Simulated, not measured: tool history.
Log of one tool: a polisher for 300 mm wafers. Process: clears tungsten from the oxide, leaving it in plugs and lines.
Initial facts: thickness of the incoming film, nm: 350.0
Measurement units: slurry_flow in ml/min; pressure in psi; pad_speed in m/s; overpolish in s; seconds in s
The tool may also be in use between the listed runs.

run,hour,slurry_flow,pressure,pad_speed,slurry_solids,overpolish,seconds
1,0,215,2.8,1.34,1,6,86.99
2,7.7,175,2.8,1.34,1,6,89.304
3,16.7,195,2.8,1.34,1,6,88.306
4,23,195,2.8,1.08,1,6,108.54
5,24.7,195,2.8,1.08,1,4,106.03
6,25.9,195,2.8,1.2,1,4,98.838
7,29,195,3.1,1.22,1,4,88.298
8,30.2,200,3.9,1.4,1,4,60.916
9,36.9,200,4,1.4,1,4,60.081
10,42.1,200,4.1,1.4,1,4,58.02

Expected results for the next run?
11,47.1,200,4.3,1.42,1,4,?

seconds: 55.104 s

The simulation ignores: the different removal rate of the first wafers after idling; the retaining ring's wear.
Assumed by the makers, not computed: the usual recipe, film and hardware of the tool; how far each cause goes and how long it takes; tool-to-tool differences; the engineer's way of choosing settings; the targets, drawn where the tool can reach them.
